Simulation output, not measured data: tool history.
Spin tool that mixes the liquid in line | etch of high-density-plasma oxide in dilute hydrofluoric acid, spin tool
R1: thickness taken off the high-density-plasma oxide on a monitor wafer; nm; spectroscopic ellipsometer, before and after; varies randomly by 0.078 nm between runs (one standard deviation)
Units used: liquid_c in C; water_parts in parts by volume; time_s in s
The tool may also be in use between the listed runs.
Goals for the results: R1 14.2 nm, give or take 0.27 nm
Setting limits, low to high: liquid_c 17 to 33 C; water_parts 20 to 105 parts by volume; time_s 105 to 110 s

run 1 hour=0 | liquid_c=25 water_parts=55 time_s=105 | R1=10.415
run 2 hour=8.9 | liquid_c=25 water_parts=55 time_s=110 | R1=10.886
run 3 hour=10 | liquid_c=22.5 water_parts=55 time_s=110 | R1=9.8422
run 4 hour=18.1 | liquid_c=22.5 water_parts=65 time_s=110 | R1=8.1451
run 5 hour=24.1 | liquid_c=20.5 water_parts=65 time_s=110 | R1=7.4698
run 6 hour=32.1 | liquid_c=20.5 water_parts=50 time_s=110 | R1=9.8669
run 7 hour=36.5 | liquid_c=22 water_parts=50 time_s=110 | R1=10.581
run 8 hour=44.7 | liquid_c=23 water_parts=50 time_s=110 | R1=11.051
run 9 hour=47.2 | liquid_c=24 water_parts=50 time_s=110 | R1=11.494
run 10 hour=49.5 | liquid_c=25 water_parts=50 time_s=110 | R1=11.983
run 11 hour=55.4 | liquid_c=25.5 water_parts=50 time_s=110 | R1=12.217
run 12 hour=57.7 | liquid_c=26 water_parts=50 time_s=110 | R1=12.611
run 13 hour=61.1 | liquid_c=26.5 water_parts=50 time_s=110 | R1=12.669
run 14 hour=65.1 | liquid_c=27 water_parts=50 time_s=110 | R1=13.032
run 15 hour=68.4 | liquid_c=27.5 water_parts=50 time_s=110 | R1=13.43
run 16 hour=75.6 | liquid_c=28 water_parts=50 time_s=110 | R1=13.554
run 17 hour=76.8 | liquid_c=28.5 water_parts=50 time_s=110 | R1=13.742

Which single option among these 4 for the next run brings every result within its allowed miss of target? Just one does.
run A hour=78 | liquid_c=27.5 water_parts=45 time_s=105 | R1=?
run B hour=78 | liquid_c=31 water_parts=55 time_s=105 | R1=?
run C hour=78 | liquid_c=28.5 water_parts=50 time_s=105 | R1=?
run D hour=78 | liquid_c=28 water_parts=50 time_s=110 | R1=?

move=A R1=14.158
move=B R1=13.101
move=C R1=13.165
move=D R1=13.52
A: meets every target
B: moves away from the targets compared with the last run
C: moves away from the targets compared with the last run
D: moves away from the targets compared with the last run
A meets every target.

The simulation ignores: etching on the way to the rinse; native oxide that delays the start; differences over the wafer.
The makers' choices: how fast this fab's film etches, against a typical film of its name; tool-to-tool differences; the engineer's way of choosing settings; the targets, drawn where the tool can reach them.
